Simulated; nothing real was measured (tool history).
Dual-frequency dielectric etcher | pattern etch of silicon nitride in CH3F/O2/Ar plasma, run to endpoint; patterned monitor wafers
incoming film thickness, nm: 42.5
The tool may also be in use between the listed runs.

Run 1, hour 0.0: source power (W) 520, bias power (W) 98. Result: endpoint time (s) 46.917.
Run 2, hour 5.0: source power (W) 520, bias power (W) 110. Result: endpoint time (s) 46.380.
Run 3, hour 11.6: source power (W) 520, bias power (W) 117. Result: endpoint time (s) 45.393.
Run 4, hour 16.7: source power (W) 450, bias power (W) 117. Result: endpoint time (s) 46.876.
Run 5, hour 23.6: source power (W) 500, bias power (W) 117. Result: endpoint time (s) 45.644.
Run 6, hour 24.8: source power (W) 500, bias power (W) 107. Result: endpoint time (s) 46.858.
Run 7, hour 31.0: source power (W) 480, bias power (W) 104. Result: endpoint time (s) 47.932.
Run 8, hour 38.9: source power (W) 460, bias power (W) 102. Result: endpoint time (s) 48.111.

Run 9 comes next. What will it give?
Run 9, hour 47.8: source power (W) 440, bias power (W) 98. Result: endpoint time (s) ?.

{"run 9": {"endpoint time (s)": 49.603}}
